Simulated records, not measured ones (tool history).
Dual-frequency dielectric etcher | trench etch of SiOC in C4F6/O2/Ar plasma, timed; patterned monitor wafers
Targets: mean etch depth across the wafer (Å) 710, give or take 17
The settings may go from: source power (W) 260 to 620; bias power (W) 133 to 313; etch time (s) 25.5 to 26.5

run,day,source power (W),bias power (W),etch time (s),mean etch depth across the wafer (Å)
1,0,440,223,25.5,570.57
2,0.125,460,231,25.5,594.87
3,0.375,460,215,25.5,573.52
4,0.729,460,215,25.5,573.11
5,0.875,480,222,25.5,591.14
6,1.1,480,242,25.5,622.34
7,1.433,500,244,25.5,636.13
8,1.558,510,245,25.5,642.88
9,1.871,520,246,25.5,648.79
10,2.042,520,246,25.5,650.21

Pick the move, out of 4, that brings all results within their allowed miss; only one does.
A,2.212,540,225,26.5,?
B,2.212,600,236,26.5,?
C,2.212,480,230,25.5,?
D,2.212,520,241,26.5,?

move,mean etch depth across the wafer (Å)
A,657.84
B,706.21
C,607.25
D,670.02
A: closer than the last run, but not yet in spec
B: every result lands within tolerance
C: further off than the last run
D: closer than the last run, but not yet in spec
B meets every target.
